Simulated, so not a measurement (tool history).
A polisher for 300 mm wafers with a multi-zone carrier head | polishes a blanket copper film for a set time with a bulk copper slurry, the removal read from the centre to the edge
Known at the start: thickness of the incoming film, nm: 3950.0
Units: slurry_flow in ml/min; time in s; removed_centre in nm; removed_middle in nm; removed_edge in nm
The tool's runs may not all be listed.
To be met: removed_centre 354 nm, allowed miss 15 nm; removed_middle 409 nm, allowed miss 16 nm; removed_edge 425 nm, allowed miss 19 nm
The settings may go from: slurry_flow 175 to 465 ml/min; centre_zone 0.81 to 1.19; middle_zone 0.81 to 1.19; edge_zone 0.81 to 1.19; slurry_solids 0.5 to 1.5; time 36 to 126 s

run  hour  slurry_flow  centre_zone  middle_zone  edge_zone  slurry_solids  time  removed_centre  removed_middle  removed_edge
  1     0          295            1            1          1              1    81          679.72          675.86        660.79
  2     4          295         0.95            1          1              1    81          629.12          692.42        681.82
  3   6.9          240         0.95            1          1              1    81          610.25          678.52        659.42
  4  14.1          175         0.95            1          1              1    81          611.12          648.28        633.23
  5  20.8          175         0.95            1          1            1.2    81          629.14          681.43        668.29
  6  23.5          175         0.95            1       1.04            1.2    81          630.57          692.74        687.56
  7  26.2          180         0.92         0.98       1.03           1.05    74          546.27          610.08        605.34
  8  29.3          185          0.9         0.96       1.04           0.95    68          475.72          531.82        550.84

5 next moves are on the table. One of them brings every result within its allowed miss. Which?
  A  32.4          175         1.09         0.83       0.97              1    88               ?               ?             ?
  B  32.4          230         0.86         1.06       1.13            1.1    45               ?               ?             ?
  C  32.4          215         0.81         0.96       1.15            1.1    94               ?               ?             ?
  D  32.4          175         1.17         1.11       0.88           0.65    76               ?               ?             ?
  E  32.4          195         0.88         0.97       1.09            1.1    49               ?               ?             ?

move  removed_centre  removed_middle  removed_edge
   A          749.27          609.33        703.07
   B          317.35          400.73        398.93
   C          619.91          765.92        837.76
   D          623.17          600.78        520.47
   E          348.28          399.47        423.72
A: further off than the last run
B: takes the result that was furthest off past its target
C: further off than the last run
D: further off than the last run
E: meets every target
Answer: E

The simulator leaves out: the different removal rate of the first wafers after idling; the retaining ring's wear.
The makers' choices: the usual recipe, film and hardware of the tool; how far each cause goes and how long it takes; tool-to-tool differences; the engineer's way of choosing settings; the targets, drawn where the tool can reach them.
